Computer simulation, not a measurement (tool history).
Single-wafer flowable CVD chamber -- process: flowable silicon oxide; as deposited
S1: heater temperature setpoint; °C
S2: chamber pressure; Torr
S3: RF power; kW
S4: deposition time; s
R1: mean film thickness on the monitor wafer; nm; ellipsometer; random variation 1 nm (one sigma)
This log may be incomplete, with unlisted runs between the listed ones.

run	hour	S1	S2	S3	S4	R1
1	0	105	0.916	2.605	600	370.75
2	0.9	105	0.916	2.965	600	369.34
3	4.6	111	0.914	2.965	600	294.57
4	10.6	111	0.914	3.325	600	298.22
5	12	111	0.914	3.325	600	300.9
6	13.2	111	1.056	3.325	600	344.23
7	20.3	116	1.054	3.325	600	287.81
8	21.8	116	1.054	3.325	600	285.99
9	23.6	119	1.053	3.325	600	258.66
10	26.6	121	1.052	3.325	600	245.89

Run 11 comes next. What will it give?
11	33.2	123	1.048	3.325	600	?

Run 11 produced R1 229.71 nm.
